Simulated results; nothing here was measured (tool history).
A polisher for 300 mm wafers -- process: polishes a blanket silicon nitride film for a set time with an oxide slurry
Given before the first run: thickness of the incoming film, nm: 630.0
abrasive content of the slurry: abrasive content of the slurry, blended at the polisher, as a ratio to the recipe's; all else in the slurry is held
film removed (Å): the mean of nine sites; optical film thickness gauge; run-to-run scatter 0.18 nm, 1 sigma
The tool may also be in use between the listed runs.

run,hour,flow of slurry (ml/min),pressure of the wafer on the pad (kPa),speed of the pad under the wafer (cm/s),abrasive content of the slurry,polishing time (s),film removed (Å)
1,0.0,155,15.9,130,1.0,57,334.09
2,6.9,150,14.5,130,1.0,57,307.55
3,9.1,150,14.5,146,1.0,57,325.25
4,11.3,145,13.1,146,1.0,57,296.72
5,19.1,175,13.1,146,1.0,57,303.21
6,27.0,175,11.7,146,1.0,57,274.50

Run 7 comes next. What will it give?
7,30.1,140,9.0,146,1.0,57,?

film removed (Å): 206.18
